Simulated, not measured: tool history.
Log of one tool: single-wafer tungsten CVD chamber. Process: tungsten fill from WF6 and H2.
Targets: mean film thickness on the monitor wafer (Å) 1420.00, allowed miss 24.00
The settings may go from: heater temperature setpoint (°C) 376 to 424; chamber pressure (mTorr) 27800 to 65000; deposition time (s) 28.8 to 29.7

run    day  heater temperature setpoint (°C)  chamber pressure (mTorr)  deposition time (s)  mean film thickness on the monitor wafer (Å)
  1  0.000                               400                     46400                 28.8                                       1032.70
  2  0.092                               400                     46400                 28.8                                       1028.70
  3  0.125                               405                     46600                 28.8                                       1122.20
  4  0.208                               399                     46600                 28.8                                        994.17
  5  0.542                               399                     40900                 28.8                                        954.30
  6  0.629                               399                     34200                 28.8                                        878.08
  7  0.812                               407                     35100                 28.8                                       1042.80
  8  1.038                               412                     35200                 28.8                                       1148.00
  9  1.067                               415                     35300                 28.8                                       1199.00
 10  1.371                               418                     35600                 28.8                                       1280.60
 11  1.412                               418                     35600                 28.8                                       1278.20
 12  1.658                               420                     35700                 28.8                                       1325.20
 13  1.929                               421                     35700                 28.8                                       1346.60
 14  2.238                               422                     35700                 28.8                                       1371.80
 15  2.546                               423                     35700                 28.8                                       1389.10
 16  2.738                               423                     35800                 28.8                                       1382.30
 17  3.092                               423                     36100                 28.8                                       1398.30

Which of these 4 next moves meets every target?
  A  3.446                               421                     38600                 29.3                                             ?
  B  3.446                               424                     32100                 29.2                                             ?
  C  3.446                               416                     42100                 29.7                                             ?
  D  3.446                               423                     32700                 29.5                                             ?

move  mean film thickness on the monitor wafer (Å)
   A                                       1410.00
   B                                       1361.10
   C                                       1364.40
   D                                       1364.40
A: meets every target
B: further off than the last run
C: further off than the last run
D: further off than the last run
Answer: A
